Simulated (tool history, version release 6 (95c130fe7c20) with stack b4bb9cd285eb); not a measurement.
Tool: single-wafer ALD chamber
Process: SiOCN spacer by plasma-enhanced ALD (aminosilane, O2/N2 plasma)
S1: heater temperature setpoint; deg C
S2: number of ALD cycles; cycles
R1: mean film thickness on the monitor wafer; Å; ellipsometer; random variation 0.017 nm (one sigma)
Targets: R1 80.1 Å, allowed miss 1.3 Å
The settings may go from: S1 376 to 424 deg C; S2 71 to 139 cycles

{"run": 1, "hour": 0.0, "S1": 400, "S2": 105, "R1": 64.18}
{"run": 2, "hour": 7.4, "S1": 399, "S2": 110, "R1": 67.544}
{"run": 3, "hour": 15.9, "S1": 398, "S2": 114, "R1": 69.681}
{"run": 4, "hour": 21.3, "S1": 398, "S2": 101, "R1": 61.8}
{"run": 5, "hour": 23.9, "S1": 398, "S2": 107, "R1": 65.487}
{"run": 6, "hour": 30.9, "S1": 402, "S2": 107, "R1": 65.04}
{"run": 7, "hour": 37.4, "S1": 401, "S2": 112, "R1": 68.297}
{"run": 8, "hour": 43.7, "S1": 400, "S2": 116, "R1": 71.115}

Which of these 4 next moves meets every target?
{"run": "A", "hour": 50.0, "S1": 396, "S2": 126, "R1": "?"}
{"run": "B", "hour": 50.0, "S1": 395, "S2": 130, "R1": "?"}
{"run": "C", "hour": 50.0, "S1": 398, "S2": 106, "R1": "?"}
{"run": "D", "hour": 50.0, "S1": 396, "S2": 122, "R1": "?"}

move=A R1=77.093
move=B R1=79.541
move=C R1=64.856
move=D R1=74.646
A: nearer than the last run, and not there yet
B: meets every target
C: further off than the last run
D: nearer than the last run, and not there yet
Answer: B

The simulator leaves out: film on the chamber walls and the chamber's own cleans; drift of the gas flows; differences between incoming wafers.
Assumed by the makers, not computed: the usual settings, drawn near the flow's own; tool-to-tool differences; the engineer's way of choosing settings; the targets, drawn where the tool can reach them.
